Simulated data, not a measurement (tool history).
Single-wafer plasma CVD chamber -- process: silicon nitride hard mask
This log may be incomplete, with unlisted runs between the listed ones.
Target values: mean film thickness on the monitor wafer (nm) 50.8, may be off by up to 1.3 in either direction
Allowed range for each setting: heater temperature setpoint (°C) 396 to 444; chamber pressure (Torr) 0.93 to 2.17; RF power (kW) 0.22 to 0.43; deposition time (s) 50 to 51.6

run    day  heater temperature setpoint (°C)  chamber pressure (Torr)  RF power (kW)  deposition time (s)  mean film thickness on the monitor wafer (nm)
  1      0                               420                     1.55          0.325                   50                                         61.323
  2  0.121                               420                     1.55          0.325                   50                                         61.224
  3  0.288                               420                     1.55           0.29                   50                                         55.775
  4  0.371                               420                     1.49          0.285                   50                                         54.726
  5  0.629                               420                     1.49            0.3                   50                                         57.268
     0.792  -- capacitance manometer re-zeroed and calibrated
  6  0.792                               420                     1.49            0.3                   50                                         57.731
  7  1.071                               420                     1.49            0.3                   50                                         58.181
  8  1.312                               420                     1.18           0.26                   50                                         48.408

Of the 5 settings listed for the next run, only one would bring every result within its allowed miss of target. Which one?
  A  1.554                               420                     0.93          0.265                   50                                              ?
  B  1.554                               423                     1.31          0.255                 51.6                                              ?
  C  1.554                               426                      1.3          0.275                 51.6                                              ?
  D  1.554                               410                     1.28          0.245                   50                                              ?
  E  1.554                               420                     1.29           0.23                   50                                              ?

move  mean film thickness on the monitor wafer (nm)
   A                                         47.136
   B                                         50.448
   C                                         53.786
   D                                         47.152
   E                                         44.279
A: moves away from the targets compared with the last run
B: hits every target within its allowed miss
C: carries the result that was furthest off beyond its target, to the other side
D: moves away from the targets compared with the last run
E: moves away from the targets compared with the last run
B meets every target.

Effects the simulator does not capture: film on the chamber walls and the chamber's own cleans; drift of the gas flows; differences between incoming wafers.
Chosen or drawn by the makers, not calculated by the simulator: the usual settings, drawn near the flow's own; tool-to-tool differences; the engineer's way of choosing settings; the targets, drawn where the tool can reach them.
